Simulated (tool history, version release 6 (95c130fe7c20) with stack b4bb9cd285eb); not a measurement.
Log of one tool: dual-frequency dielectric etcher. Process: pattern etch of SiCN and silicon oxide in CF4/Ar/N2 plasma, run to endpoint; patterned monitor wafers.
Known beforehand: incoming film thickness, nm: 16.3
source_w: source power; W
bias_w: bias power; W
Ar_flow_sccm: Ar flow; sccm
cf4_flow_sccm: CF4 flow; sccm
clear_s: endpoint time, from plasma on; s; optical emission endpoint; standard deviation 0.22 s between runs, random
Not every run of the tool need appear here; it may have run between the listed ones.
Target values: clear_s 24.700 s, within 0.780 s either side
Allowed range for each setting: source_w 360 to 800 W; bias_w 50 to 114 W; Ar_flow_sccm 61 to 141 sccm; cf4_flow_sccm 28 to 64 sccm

{"run": 1, "hour": 0.0, "source_w": 580, "bias_w": 82, "Ar_flow_sccm": 101, "cf4_flow_sccm": 46, "clear_s": 15.699}
{"run": 2, "hour": 3.8, "source_w": 580, "bias_w": 82, "Ar_flow_sccm": 118, "cf4_flow_sccm": 46, "clear_s": 16.013}
{"run": 3, "hour": 4.9, "source_w": 660, "bias_w": 82, "Ar_flow_sccm": 118, "cf4_flow_sccm": 46, "clear_s": 14.085}
{"run": 4, "hour": 7.3, "source_w": 660, "bias_w": 82, "Ar_flow_sccm": 104, "cf4_flow_sccm": 46, "clear_s": 13.82}
{"run": 5, "hour": 12.2, "source_w": 660, "bias_w": 82, "Ar_flow_sccm": 121, "cf4_flow_sccm": 46, "clear_s": 14.071}
{"run": 6, "hour": 19.3, "source_w": 590, "bias_w": 78, "Ar_flow_sccm": 122, "cf4_flow_sccm": 45, "clear_s": 16.57}
{"run": 7, "hour": 23.0, "source_w": 540, "bias_w": 77, "Ar_flow_sccm": 122, "cf4_flow_sccm": 45, "clear_s": 18.596}
{"run": 8, "hour": 26.2, "source_w": 510, "bias_w": 77, "Ar_flow_sccm": 122, "cf4_flow_sccm": 45, "clear_s": 19.497}
{"run": 9, "hour": 32.5, "source_w": 480, "bias_w": 77, "Ar_flow_sccm": 122, "cf4_flow_sccm": 45, "clear_s": 20.819}
{"run": 10, "hour": 35.5, "source_w": 370, "bias_w": 75, "Ar_flow_sccm": 123, "cf4_flow_sccm": 45, "clear_s": 29.036}
{"run": 11, "hour": 40.9, "source_w": 440, "bias_w": 76, "Ar_flow_sccm": 123, "cf4_flow_sccm": 45, "clear_s": 23.479}

Which of these 5 next moves meets every target?
{"run": "A", "hour": 46.3, "source_w": 430, "bias_w": 87, "Ar_flow_sccm": 134, "cf4_flow_sccm": 28, "clear_s": "?"}
{"run": "B", "hour": 46.3, "source_w": 440, "bias_w": 78, "Ar_flow_sccm": 125, "cf4_flow_sccm": 46, "clear_s": "?"}
{"run": "C", "hour": 46.3, "source_w": 450, "bias_w": 77, "Ar_flow_sccm": 140, "cf4_flow_sccm": 55, "clear_s": "?"}
{"run": "D", "hour": 46.3, "source_w": 460, "bias_w": 75, "Ar_flow_sccm": 125, "cf4_flow_sccm": 44, "clear_s": "?"}
{"run": "E", "hour": 46.3, "source_w": 490, "bias_w": 71, "Ar_flow_sccm": 125, "cf4_flow_sccm": 42, "clear_s": "?"}

move=A clear_s=24.339
move=B clear_s=22.868
move=C clear_s=22.196
move=D clear_s=22.198
move=E clear_s=21.252
A: every result lands within tolerance
B: its largest miss is bigger than the last run's
C: its largest miss is bigger than the last run's
D: its largest miss is bigger than the last run's
E: its largest miss is bigger than the last run's
Correct choice: A, which meets every target
